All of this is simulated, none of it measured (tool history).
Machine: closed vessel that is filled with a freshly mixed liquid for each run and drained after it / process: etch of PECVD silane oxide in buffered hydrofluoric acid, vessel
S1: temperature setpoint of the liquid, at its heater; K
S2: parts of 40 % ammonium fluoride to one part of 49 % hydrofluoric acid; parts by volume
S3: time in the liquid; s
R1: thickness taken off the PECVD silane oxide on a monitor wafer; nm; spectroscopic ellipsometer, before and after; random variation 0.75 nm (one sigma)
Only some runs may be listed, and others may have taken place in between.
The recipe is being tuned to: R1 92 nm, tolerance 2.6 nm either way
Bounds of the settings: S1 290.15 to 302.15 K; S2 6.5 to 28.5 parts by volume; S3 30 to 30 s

{"run": 1, "hour": 0.0, "S1": 294.15, "S2": 17.5, "S3": 30, "R1": 37.426}
{"run": 2, "hour": 1.8, "S1": 294.15, "S2": 21, "S3": 30, "R1": 31.907}
{"run": 3, "hour": 3.6, "S1": 294.15, "S2": 18, "S3": 30, "R1": 36.27}
{"run": 4, "hour": 10.8, "S1": 296.15, "S2": 15.5, "S3": 30, "R1": 47.156}
{"run": 5, "hour": 17.4, "S1": 297.65, "S2": 14, "S3": 30, "R1": 57.386}
{"run": 6, "hour": 21.1, "S1": 296.65, "S2": 14, "S3": 30, "R1": 54.024}
{"hour": 28.1, "done": "thermometer replaced"}
{"run": 7, "hour": 28.1, "S1": 298.15, "S2": 13, "S3": 30, "R1": 69.93}
{"run": 8, "hour": 31.6, "S1": 298.65, "S2": 13, "S3": 30, "R1": 73.303}
{"run": 9, "hour": 37.4, "S1": 299.15, "S2": 13, "S3": 30, "R1": 76.027}
{"run": 10, "hour": 39.0, "S1": 299.65, "S2": 13, "S3": 30, "R1": 77.715}
{"run": 11, "hour": 42.2, "S1": 300.15, "S2": 13, "S3": 30, "R1": 79.349}
{"run": 12, "hour": 47.6, "S1": 300.65, "S2": 13, "S3": 30, "R1": 81.252}
{"run": 13, "hour": 55.4, "S1": 300.65, "S2": 13, "S3": 30, "R1": 81.95}
{"run": 14, "hour": 61.1, "S1": 301.15, "S2": 13, "S3": 30, "R1": 82.6}
{"run": 15, "hour": 67.0, "S1": 301.15, "S2": 13, "S3": 30, "R1": 83.993}
{"run": 16, "hour": 75.1, "S1": 301.65, "S2": 13, "S3": 30, "R1": 84.913}

4 next moves are on the table. One of them brings every result within its allowed miss. Which?
{"run": "A", "hour": 83.2, "S1": 300.65, "S2": 11.5, "S3": 30, "R1": "?"}
{"run": "B", "hour": 83.2, "S1": 301.15, "S2": 12.5, "S3": 30, "R1": "?"}
{"run": "C", "hour": 83.2, "S1": 301.65, "S2": 11.5, "S3": 30, "R1": "?"}
{"run": "D", "hour": 83.2, "S1": 302.15, "S2": 11.5, "S3": 30, "R1": "?"}

move=A R1=91.691
move=B R1=86.803
move=C R1=96.696
move=D R1=99.288
A: in spec on every target
B: closer than the last run, but not yet in spec
C: carries the result that was furthest off beyond its target, to the other side
D: carries the result that was furthest off beyond its target, to the other side
So the answer is move A, the one that meets all the targets.

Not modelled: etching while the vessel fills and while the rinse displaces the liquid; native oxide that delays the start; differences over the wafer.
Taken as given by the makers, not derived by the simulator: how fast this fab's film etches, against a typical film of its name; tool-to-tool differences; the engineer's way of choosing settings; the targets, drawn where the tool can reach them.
